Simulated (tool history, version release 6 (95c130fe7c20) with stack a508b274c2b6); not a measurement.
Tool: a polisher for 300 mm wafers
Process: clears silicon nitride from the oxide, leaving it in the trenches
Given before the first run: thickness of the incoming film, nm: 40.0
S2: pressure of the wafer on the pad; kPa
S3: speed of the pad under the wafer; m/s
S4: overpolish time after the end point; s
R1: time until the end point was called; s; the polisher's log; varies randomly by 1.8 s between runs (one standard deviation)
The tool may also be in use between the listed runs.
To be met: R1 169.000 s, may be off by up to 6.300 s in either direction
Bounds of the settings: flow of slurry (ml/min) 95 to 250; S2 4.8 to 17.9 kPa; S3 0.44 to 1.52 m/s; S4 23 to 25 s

run 1 hour=0.0 | flow_of_slurry_(ml/min)=160 S2=11.0 S3=0.98 S4=23 | R1=68.781
run 2 hour=4.4 | flow_of_slurry_(ml/min)=160 S2=11.0 S3=1.14 S4=23 | R1=57.869
run 3 hour=7.0 | flow_of_slurry_(ml/min)=155 S2=10.3 S3=1.08 S4=23 | R1=66.429
run 4 hour=10.0 | flow_of_slurry_(ml/min)=180 S2=10.3 S3=1.08 S4=23 | R1=65.037
run 5 hour=17.9 | flow_of_slurry_(ml/min)=205 S2=10.3 S3=1.08 S4=23 | R1=63.847
run 6 hour=24.9 | flow_of_slurry_(ml/min)=205 S2=10.3 S3=1.08 S4=25 | R1=63.475
run 7 hour=32.2 | flow_of_slurry_(ml/min)=205 S2=9.7 S3=1.02 S4=25 | R1=70.965
run 8 hour=33.9 | flow_of_slurry_(ml/min)=205 S2=9.0 S3=0.96 S4=25 | R1=80.896
run 9 hour=36.2 | flow_of_slurry_(ml/min)=205 S2=8.3 S3=0.90 S4=25 | R1=94.343
run 10 hour=38.4 | flow_of_slurry_(ml/min)=205 S2=7.6 S3=0.88 S4=25 | R1=104.980
run 11 hour=43.2 | flow_of_slurry_(ml/min)=200 S2=6.9 S3=0.86 S4=25 | R1=118.270

Below are 5 possible settings for the next run. Only one of them brings all results inside the allowed miss of their targets. Which is it?
run A hour=48.0 | flow_of_slurry_(ml/min)=180 S2=6.2 S3=0.66 S4=25 | R1=?
run B hour=48.0 | flow_of_slurry_(ml/min)=230 S2=8.3 S3=0.88 S4=23 | R1=?
run C hour=48.0 | flow_of_slurry_(ml/min)=205 S2=7.6 S3=0.64 S4=25 | R1=?
run D hour=48.0 | flow_of_slurry_(ml/min)=235 S2=9.7 S3=1.08 S4=24 | R1=?
run E hour=48.0 | flow_of_slurry_(ml/min)=155 S2=6.2 S3=1.12 S4=23 | R1=?

move=A R1=170.580
move=B R1=95.402
move=C R1=142.720
move=D R1=67.266
move=E R1=104.550
A: in spec on every target
B: lands further from the targets than the last run did
C: closer than the last run, but not yet in spec
D: lands further from the targets than the last run did
E: lands further from the targets than the last run did
A meets every target.

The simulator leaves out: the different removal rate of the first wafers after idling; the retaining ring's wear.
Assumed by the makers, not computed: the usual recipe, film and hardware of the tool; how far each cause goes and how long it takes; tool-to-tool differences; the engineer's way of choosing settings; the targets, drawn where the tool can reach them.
